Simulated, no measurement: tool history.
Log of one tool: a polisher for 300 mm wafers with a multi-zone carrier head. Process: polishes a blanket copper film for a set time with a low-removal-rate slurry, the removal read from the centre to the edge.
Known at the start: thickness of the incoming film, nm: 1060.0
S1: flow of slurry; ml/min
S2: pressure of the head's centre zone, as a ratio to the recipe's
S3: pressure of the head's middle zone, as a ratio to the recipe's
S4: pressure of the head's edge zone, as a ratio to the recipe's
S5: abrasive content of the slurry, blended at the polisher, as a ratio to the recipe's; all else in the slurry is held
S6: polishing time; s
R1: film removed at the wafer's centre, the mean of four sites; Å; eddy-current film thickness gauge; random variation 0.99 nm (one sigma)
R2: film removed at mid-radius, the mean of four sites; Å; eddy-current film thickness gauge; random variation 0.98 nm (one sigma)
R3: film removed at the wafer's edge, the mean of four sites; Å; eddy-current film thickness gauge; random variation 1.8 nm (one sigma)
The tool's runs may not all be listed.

Run 1, hour 0: S1 135 ml/min, S2 1, S3 1, S4 1, S5 1, S6 58 s. Result: R1 1852.3 Å, R2 1860.4 Å, R3 1916.6 Å.
Run 2, hour 4.2: S1 130 ml/min, S2 0.98, S3 0.97, S4 0.97, S5 0.9, S6 54 s. Result: R1 1624.3 Å, R2 1665.9 Å, R3 1680 Å.
Run 3, hour 11.5: S1 125 ml/min, S2 0.97, S3 0.94, S4 0.98, S5 0.8, S6 51 s. Result: R1 1466.6 Å, R2 1466.6 Å, R3 1561.1 Å.
Run 4, hour 19: S1 125 ml/min, S2 0.94, S3 0.94, S4 0.98, S5 0.8, S6 51 s. Result: R1 1419.2 Å, R2 1459 Å, R3 1532 Å.
Run 5, hour 23.5: S1 125 ml/min, S2 0.94, S3 0.94, S4 0.89, S5 0.8, S6 51 s. Result: R1 1395.2 Å, R2 1462.9 Å, R3 1474.6 Å.
Run 6, hour 30.7: S1 120 ml/min, S2 0.93, S3 0.91, S4 0.88, S5 0.75, S6 50 s. Result: R1 1330.6 Å, R2 1352 Å, R3 1400.7 Å.
Run 7, hour 39.3: S1 115 ml/min, S2 0.91, S3 0.89, S4 0.87, S5 0.7, S6 50 s. Result: R1 1253.8 Å, R2 1297.7 Å, R3 1389.5 Å.
Run 8, hour 42.6: S1 110 ml/min, S2 0.92, S3 0.85, S4 0.82, S5 0.5, S6 43 s. Result: R1 983.2 Å, R2 941.46 Å, R3 1044.9 Å.
Run 9, hour 47.7: S1 120 ml/min, S2 0.91, S3 0.86, S4 0.84, S5 0.5, S6 43 s. Result: R1 1002.2 Å, R2 1002.7 Å, R3 1090.4 Å.
Run 10, hour 51: S1 125 ml/min, S2 0.91, S3 0.86, S4 0.85, S5 0.5, S6 43 s. Result: R1 1013.6 Å, R2 995.85 Å, R3 1052.1 Å.
Run 11, hour 54.5: S1 120 ml/min, S2 0.91, S3 0.87, S4 0.87, S5 0.55, S6 43 s. Result: R1 1032.8 Å, R2 1021.3 Å, R3 1129.8 Å.
Run 12, hour 61.1: S1 120 ml/min, S2 0.91, S3 0.87, S4 0.88, S5 0.55, S6 43 s. Result: R1 1018.8 Å, R2 1037.7 Å, R3 1129.5 Å.
Run 13, hour 70: S1 120 ml/min, S2 0.91, S3 0.87, S4 0.89, S5 0.55, S6 43 s. Result: R1 1015.5 Å, R2 1024.1 Å, R3 1119.2 Å.
Run 14, hour 77.7: S1 120 ml/min, S2 0.91, S3 0.87, S4 0.9, S5 0.55, S6 43 s. Result: R1 1026.6 Å, R2 1022 Å, R3 1119.4 Å.

The next listed run, before its measurement:
Run 15, hour 84.1: S1 120 ml/min, S2 0.91, S3 0.87, S4 0.91, S5 0.55, S6 43 s. Result: R1 ?, R2 ?, R3 ?.

Run 15 gave R1 1007.1 Å, R2 1026.5 Å, R3 1144.5 Å.
